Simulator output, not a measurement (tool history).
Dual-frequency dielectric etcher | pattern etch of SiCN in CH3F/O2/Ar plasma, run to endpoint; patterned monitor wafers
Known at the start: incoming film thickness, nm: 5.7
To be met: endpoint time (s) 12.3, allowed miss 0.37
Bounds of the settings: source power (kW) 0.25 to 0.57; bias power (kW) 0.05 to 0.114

run	hour	source power (kW)	bias power (kW)	endpoint time (s)
1	0	0.41	0.082	13.82
2	5.2	0.34	0.082	14.732
3	9.4	0.34	0.091	14.233
4	13.1	0.37	0.094	13.532
5	18.8	0.37	0.089	13.967
6	22.6	0.37	0.102	13.2
7	29.2	0.38	0.103	13.108
8	30.1	0.39	0.104	12.9
9	36.3	0.4	0.105	12.72

Which of these 4 next moves meets every target?
A	42.5	0.41	0.099	?
B	42.5	0.43	0.096	?
C	42.5	0.38	0.096	?
D	42.5	0.41	0.113	?

move	endpoint time (s)
A	12.85
B	12.774
C	13.359
D	12.233
A: further off than the last run
B: further off than the last run
C: further off than the last run
D: meets every target
The right move is D.

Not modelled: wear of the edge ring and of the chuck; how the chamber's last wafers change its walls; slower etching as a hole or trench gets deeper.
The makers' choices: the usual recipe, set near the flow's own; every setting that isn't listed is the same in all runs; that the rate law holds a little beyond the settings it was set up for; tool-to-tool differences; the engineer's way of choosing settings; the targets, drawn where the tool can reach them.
